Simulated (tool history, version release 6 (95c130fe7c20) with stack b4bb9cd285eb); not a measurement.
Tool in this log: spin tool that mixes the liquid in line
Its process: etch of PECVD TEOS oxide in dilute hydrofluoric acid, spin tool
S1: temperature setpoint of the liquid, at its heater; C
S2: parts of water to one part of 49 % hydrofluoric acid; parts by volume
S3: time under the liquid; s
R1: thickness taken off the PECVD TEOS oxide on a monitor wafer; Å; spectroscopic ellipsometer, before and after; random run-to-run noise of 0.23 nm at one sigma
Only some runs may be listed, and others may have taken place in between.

run,hour,S1,S2,S3,R1
1,0,23,205,100,118.1
2,5.9,23,205,80,95.119
3,14.7,25,165,80,135
4,18.2,26.5,140,80,171.53
5,22.9,29,140,80,185.94
6,23.9,29,175,80,143.94
7,31.4,29.5,150,80,174.15

Estimate the outcome of run 8 from the log above:
8,39.3,30,130,80,?

Run 8 came out at R1 216.11 Å.
